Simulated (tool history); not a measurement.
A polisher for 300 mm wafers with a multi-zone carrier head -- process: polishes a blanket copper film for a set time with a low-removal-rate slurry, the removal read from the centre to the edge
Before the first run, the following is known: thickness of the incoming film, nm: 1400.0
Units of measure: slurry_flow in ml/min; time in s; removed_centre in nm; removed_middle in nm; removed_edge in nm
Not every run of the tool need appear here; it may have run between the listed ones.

| run | day | slurry_flow | centre_zone | middle_zone | edge_zone | slurry_solids | time | removed_centre | removed_middle | removed_edge |
|---|---|---|---|---|---|---|---|---|---|---|
| 1 | 0.000 | 260 | 1.00 | 1.00 | 1.00 | 1.00 | 68 | 122.98 | 124.99 | 125.85 |
| 2 | 0.229 | 260 | 1.00 | 1.00 | 1.06 | 1.00 | 68 | 124.53 | 124.90 | 129.64 |
| 3 | 0.417 | 275 | 0.99 | 1.04 | 1.08 | 1.05 | 68 | 124.55 | 131.61 | 131.12 |
| 4 | 0.696 | 225 | 0.99 | 1.04 | 1.08 | 1.05 | 68 | 120.62 | 127.58 | 131.19 |
| 5 | 0.808 | 225 | 0.99 | 1.04 | 1.08 | 1.25 | 68 | 124.63 | 132.55 | 135.37 |
| 6 | 0.833 | 165 | 0.99 | 1.04 | 1.08 | 1.25 | 68 | 120.01 | 126.24 | 131.91 |
| 7 | 1.004 | 205 | 0.98 | 1.06 | 1.09 | 1.25 | 68 | 121.37 | 132.35 | 133.40 |
| 8 | 1.121 | 275 | 0.98 | 1.16 | 1.18 | 1.35 | 68 | 129.29 | 150.68 | 147.05 |
| 9 | 1.288 | 280 | 0.98 | 1.17 | 1.17 | 1.35 | 68 | 128.73 | 149.60 | 144.41 |
| 10 | 1.438 | 290 | 0.98 | 1.17 | 1.16 | 1.35 | 68 | 128.51 | 152.42 | 146.27 |

For run 11, what comes out?
| 11 | 1.600 | 295 | 0.98 | 1.17 | 1.15 | 1.35 | 68 | ? | ? | ? |

{"run 11": {"removed_centre": 130.65, "removed_middle": 151.19, "removed_edge": 142.1}}

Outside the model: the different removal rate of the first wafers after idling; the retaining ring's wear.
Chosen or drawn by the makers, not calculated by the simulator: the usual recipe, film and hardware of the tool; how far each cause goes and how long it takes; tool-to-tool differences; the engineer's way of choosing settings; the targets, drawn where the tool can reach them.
